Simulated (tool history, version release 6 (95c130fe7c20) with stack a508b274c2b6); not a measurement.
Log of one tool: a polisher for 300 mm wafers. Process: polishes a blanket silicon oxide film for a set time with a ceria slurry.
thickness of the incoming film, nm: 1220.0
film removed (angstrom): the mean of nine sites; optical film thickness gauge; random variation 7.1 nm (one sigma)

run,hour,flow of slurry (ml/min),pressure of the wafer on the pad (kPa),speed of the pad under the wafer (cm/s),polishing time (s),film removed (angstrom)
1,0.0,230,28.3,142,37,3603.5
2,6.7,230,28.3,156,37,3860.1
3,15.6,230,22.1,156,37,2997.4
4,22.7,230,22.1,156,37,3042.3
5,25.0,230,23.4,156,37,3147.9
6,32.7,280,23.4,156,37,3215.3
7,34.0,280,24.8,156,37,3470.6

Forecast run 8:
8,38.8,280,26.2,156,37,?

{"run 8": {"film removed (angstrom)": 3628.5}}
